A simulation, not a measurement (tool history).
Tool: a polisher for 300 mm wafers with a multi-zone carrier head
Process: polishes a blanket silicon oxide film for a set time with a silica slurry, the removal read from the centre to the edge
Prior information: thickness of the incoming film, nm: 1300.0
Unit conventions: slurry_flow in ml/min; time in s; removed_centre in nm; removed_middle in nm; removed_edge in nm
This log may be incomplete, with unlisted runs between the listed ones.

run  hour  slurry_flow  centre_zone  middle_zone  edge_zone  slurry_solids  time  removed_centre  removed_middle  removed_edge
  1   0.0          210         1.00         1.00       1.00           1.00    66          207.96          213.68        211.21
  2   5.9          205         0.98         0.98       1.00           0.95    65          190.62          196.98        206.58
  3  11.8          205         0.98         1.02       1.00           0.95    65          192.84          203.80        206.28
  4  19.8          205         0.97         1.01       0.99           0.90    64          184.20          201.63        200.78
  5  21.0          200         0.97         0.99       0.99           0.85    63          181.16          186.23        196.17
  6  28.0          200         0.96         0.98       0.98           0.80    61          172.11          180.10        181.52
  7  35.0          195         0.94         0.96       0.99           0.75    60          164.15          167.69        176.04
  8  37.8          190         0.92         0.95       1.00           0.70    59          151.22          159.74        171.29

The next listed run, before its measurement:
  9  45.8          185         0.91         0.93       1.00           0.65    59               ?               ?             ?

Logged for run 9: removed_centre 144.50 nm, removed_middle 155.63 nm, removed_edge 165.19 nm.

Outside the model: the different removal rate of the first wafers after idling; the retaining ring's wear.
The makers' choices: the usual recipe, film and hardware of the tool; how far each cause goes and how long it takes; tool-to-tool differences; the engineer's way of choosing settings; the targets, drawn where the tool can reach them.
